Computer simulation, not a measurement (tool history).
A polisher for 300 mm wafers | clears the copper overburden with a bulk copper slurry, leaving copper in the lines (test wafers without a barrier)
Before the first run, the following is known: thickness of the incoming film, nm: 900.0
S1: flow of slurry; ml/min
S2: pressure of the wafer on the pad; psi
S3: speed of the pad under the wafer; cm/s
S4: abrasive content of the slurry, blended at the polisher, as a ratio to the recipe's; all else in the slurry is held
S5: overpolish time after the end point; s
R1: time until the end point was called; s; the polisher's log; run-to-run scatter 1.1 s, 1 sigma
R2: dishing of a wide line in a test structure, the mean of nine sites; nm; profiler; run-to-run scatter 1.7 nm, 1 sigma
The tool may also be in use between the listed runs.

{"run": 1, "day": 0.0, "S1": 205, "S2": 2.9, "S3": 122, "S4": 1.0, "S5": 14, "R1": 85.529, "R2": 84.634}
{"run": 2, "day": 0.225, "S1": 205, "S2": 3.1, "S3": 122, "S4": 1.0, "S5": 14, "R1": 76.609, "R2": 90.068}
{"run": 3, "day": 0.425, "S1": 205, "S2": 3.1, "S3": 122, "S4": 0.9, "S5": 14, "R1": 82.487, "R2": 87.11}
{"run": 4, "day": 0.733, "S1": 205, "S2": 3.3, "S3": 122, "S4": 0.9, "S5": 14, "R1": 76.306, "R2": 91.186}
{"run": 5, "day": 1.017, "S1": 205, "S2": 3.9, "S3": 122, "S4": 0.9, "S5": 14, "R1": 66.618, "R2": 108.03}
{"run": 6, "day": 1.342, "S1": 205, "S2": 3.9, "S3": 104, "S4": 0.9, "S5": 14, "R1": 76.167, "R2": 96.591}
{"run": 7, "day": 1.608, "S1": 210, "S2": 4.5, "S3": 118, "S4": 0.9, "S5": 14, "R1": 59.61, "R2": 118.51}

Forecast run 8:
{"run": 8, "day": 1.871, "S1": 210, "S2": 4.5, "S3": 120, "S4": 0.9, "S5": 14, "R1": "?", "R2": "?"}

Run 8 yielded R1 56.036 s, R2 116.940 nm.

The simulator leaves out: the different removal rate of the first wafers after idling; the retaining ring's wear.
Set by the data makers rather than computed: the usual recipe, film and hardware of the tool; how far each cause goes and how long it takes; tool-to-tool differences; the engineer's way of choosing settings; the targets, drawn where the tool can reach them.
